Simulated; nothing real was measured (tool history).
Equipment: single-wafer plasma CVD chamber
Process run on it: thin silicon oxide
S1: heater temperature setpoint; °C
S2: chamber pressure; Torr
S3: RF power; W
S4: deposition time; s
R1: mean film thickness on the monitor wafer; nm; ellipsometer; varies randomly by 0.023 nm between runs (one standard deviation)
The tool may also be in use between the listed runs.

Run 1, hour 0.0: S1 405 °C, S2 0.919 Torr, S3 215 W, S4 6.67 s. Result: R1 11.2120 nm.
Run 2, hour 7.1: S1 405 °C, S2 0.919 Torr, S3 215 W, S4 6.88 s. Result: R1 11.6140 nm.
Run 3, hour 9.6: S1 405 °C, S2 0.857 Torr, S3 210 W, S4 6.86 s. Result: R1 10.9260 nm.
Run 4, hour 13.4: S1 405 °C, S2 0.857 Torr, S3 240 W, S4 6.86 s. Result: R1 11.5010 nm.
Run 5, hour 17.1: S1 405 °C, S2 0.797 Torr, S3 240 W, S4 6.86 s. Result: R1 10.9400 nm.
Run 6, hour 19.6: S1 405 °C, S2 0.753 Torr, S3 230 W, S4 6.83 s. Result: R1 10.3020 nm.

What does the tool deliver on the next run?
Run 7, hour 25.3: S1 405 °C, S2 0.717 Torr, S3 220 W, S4 6.80 s. Result: R1 ?.

Run 7 gave R1 9.7669 nm.
